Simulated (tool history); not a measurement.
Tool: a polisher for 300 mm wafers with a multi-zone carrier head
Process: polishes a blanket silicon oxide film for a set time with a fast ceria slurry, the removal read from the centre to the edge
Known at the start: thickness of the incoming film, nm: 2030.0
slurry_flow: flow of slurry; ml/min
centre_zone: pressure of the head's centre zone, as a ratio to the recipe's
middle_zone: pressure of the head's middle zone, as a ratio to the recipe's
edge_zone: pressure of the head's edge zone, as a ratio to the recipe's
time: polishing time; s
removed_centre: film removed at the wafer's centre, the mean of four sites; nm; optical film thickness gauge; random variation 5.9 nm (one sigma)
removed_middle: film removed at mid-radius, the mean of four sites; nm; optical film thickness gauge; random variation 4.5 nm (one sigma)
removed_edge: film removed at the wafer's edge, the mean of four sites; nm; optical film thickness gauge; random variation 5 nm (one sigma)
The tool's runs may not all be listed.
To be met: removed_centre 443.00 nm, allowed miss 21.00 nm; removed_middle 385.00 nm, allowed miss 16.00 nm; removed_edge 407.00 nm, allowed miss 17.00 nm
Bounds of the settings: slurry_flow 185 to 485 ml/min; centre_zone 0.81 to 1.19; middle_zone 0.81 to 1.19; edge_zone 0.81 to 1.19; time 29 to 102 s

run,hour,slurry_flow,centre_zone,middle_zone,edge_zone,time,removed_centre,removed_middle,removed_edge
1,0.0,310,1.00,1.00,1.00,65,551.85,557.98,572.04
2,9.0,310,1.02,0.97,0.97,59,523.86,490.06,491.64
3,12.7,310,1.02,0.97,0.97,49,429.38,409.71,419.63
4,16.2,310,1.02,0.97,0.97,64,559.32,538.07,544.76
5,24.2,310,1.01,0.93,0.95,60,525.15,491.54,506.41
6,32.8,305,1.01,0.91,0.94,57,497.41,449.83,473.30
7,36.6,300,1.00,0.89,0.92,55,473.10,433.14,455.84
8,45.1,300,1.00,0.88,0.90,54,462.76,421.19,444.00
9,48.7,300,1.00,0.87,0.89,53,448.48,408.90,436.13
10,52.8,300,1.01,0.86,0.88,52,440.94,399.26,426.93

Which of these 4 next moves meets every target?
A,56.9,295,0.93,0.85,0.85,55,?,?,?
B,56.9,255,1.01,0.81,0.96,55,?,?,?
C,56.9,325,1.03,0.85,0.85,50,?,?,?
D,56.9,185,1.13,0.81,0.96,56,?,?,?

move,removed_centre,removed_middle,removed_edge
A,432.76,415.26,434.82
B,458.89,392.93,452.79
C,442.44,382.23,399.11
D,489.95,377.36,442.29
A: further off than the last run
B: further off than the last run
C: meets every target
D: further off than the last run
Answer: C
